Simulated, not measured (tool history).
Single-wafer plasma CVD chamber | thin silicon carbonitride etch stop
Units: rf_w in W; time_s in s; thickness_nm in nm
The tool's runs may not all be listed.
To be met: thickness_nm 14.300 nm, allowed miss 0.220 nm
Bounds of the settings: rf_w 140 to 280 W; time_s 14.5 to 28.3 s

run	hour	rf_w	time_s	thickness_nm
1	0.0	210	21.4	13.009
2	2.7	215	21.5	13.143
3	6.5	220	21.6	13.312
4	9.1	220	24.2	14.909
5	16.4	215	24.2	14.819
6	20.1	230	24.2	15.130
7	23.2	225	24.2	15.047
8	24.1	220	24.2	14.927

Which of these 5 next moves meets every target?
A	25.0	250	24.9	?
B	25.0	235	23.4	?
C	25.0	215	25.8	?
D	25.0	235	24.0	?
E	25.0	170	25.1	?

move	thickness_nm
A	16.077
B	14.814
C	15.875
D	15.194
E	14.315
A: further off than the last run
B: nearer than the last run, and not there yet
C: further off than the last run
D: further off than the last run
E: meets every target
The right move is E.

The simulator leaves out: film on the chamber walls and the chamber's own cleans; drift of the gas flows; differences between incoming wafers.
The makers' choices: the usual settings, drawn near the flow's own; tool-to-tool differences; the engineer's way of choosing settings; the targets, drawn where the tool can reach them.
